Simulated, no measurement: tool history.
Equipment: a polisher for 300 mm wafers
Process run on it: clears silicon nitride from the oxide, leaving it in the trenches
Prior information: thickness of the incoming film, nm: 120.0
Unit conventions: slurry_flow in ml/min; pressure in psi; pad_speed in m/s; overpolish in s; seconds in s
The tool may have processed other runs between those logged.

run,hour,slurry_flow,pressure,pad_speed,overpolish,seconds
1,0,200,3.1,0.96,11,135.78
2,2.9,200,2.9,0.96,11,145.51
3,9.3,200,3.3,0.96,11,124.92
4,12.7,200,3.1,0.96,11,135.16
5,17.8,200,2.9,0.96,11,145.58
6,18.7,200,2.7,0.96,11,156.71
7,23.2,200,2.6,0.96,11,160.96
8,24.1,200,2.5,0.96,11,166.4
9,25.6,200,2.4,0.96,11,173.6

What does the tool deliver on the next run?
10,27.8,200,2.3,0.96,11,?

seconds: 180.74 s
